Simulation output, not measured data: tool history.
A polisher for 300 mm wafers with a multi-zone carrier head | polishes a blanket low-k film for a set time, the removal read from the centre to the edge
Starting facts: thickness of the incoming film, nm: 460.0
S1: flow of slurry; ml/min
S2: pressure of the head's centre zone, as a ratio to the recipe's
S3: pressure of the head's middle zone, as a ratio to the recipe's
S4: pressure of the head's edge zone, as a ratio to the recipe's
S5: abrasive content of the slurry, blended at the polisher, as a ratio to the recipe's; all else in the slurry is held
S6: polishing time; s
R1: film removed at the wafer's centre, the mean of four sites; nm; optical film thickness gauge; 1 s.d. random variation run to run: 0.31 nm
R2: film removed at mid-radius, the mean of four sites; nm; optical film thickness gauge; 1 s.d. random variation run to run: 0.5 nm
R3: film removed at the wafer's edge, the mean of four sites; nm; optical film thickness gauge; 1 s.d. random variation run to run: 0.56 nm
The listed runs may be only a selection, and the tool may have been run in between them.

run  hour   S1    S2    S3    S4    S5  S6      R1      R2      R3
  1     0  150     1     1     1     1  72  35.271  35.519  35.921
  2     1  155  0.99  1.02  1.01     1  72  35.321  37.181  36.405
  3   8.5  155  0.99  1.02  0.94     1  72  35.461  37.076   35.22
  4  11.6  160  0.98  1.03  0.96     1  72  35.133  37.349  35.661
  5  17.9  160  0.98  0.96  0.96     1  72   34.68  36.034  35.856
  6  25.6  160  1.06  0.96  0.96     1  72  37.938  36.554  35.668
  7  33.1  200  0.96  1.06  1.06  1.15  72  37.364  41.331  40.377
  8  35.2  200  0.95  1.08  1.06  1.15  72  37.435   42.29  40.054
  9  39.6  200  0.94  1.09  1.06  1.15  72  37.067  41.522  40.787
 10  46.2  205  0.93   1.1  1.04  1.15  72   36.38   42.39  39.492
 11  53.7  205  0.93   1.1  1.04  1.15  72  36.679  42.443  39.813
 12  54.6  205  0.92  1.11  1.04  1.15  72  36.018  42.856  39.222
 13  61.3  205  0.92  1.12  1.04  1.15  72   35.97  43.176  39.825
 14  67.8  205  0.92  1.13  1.04  1.15  72  35.971  43.735   39.29
 15  73.5  205  0.92  1.14  1.05  1.15  72  36.317  44.439  39.074

Expected results for the next run?
 16  74.7  205  0.92  1.14  1.06  1.15  72   ?   ?   ?

{"run 16": {"R1": 36.257, "R2": 43.319, "R3": 40.916}}
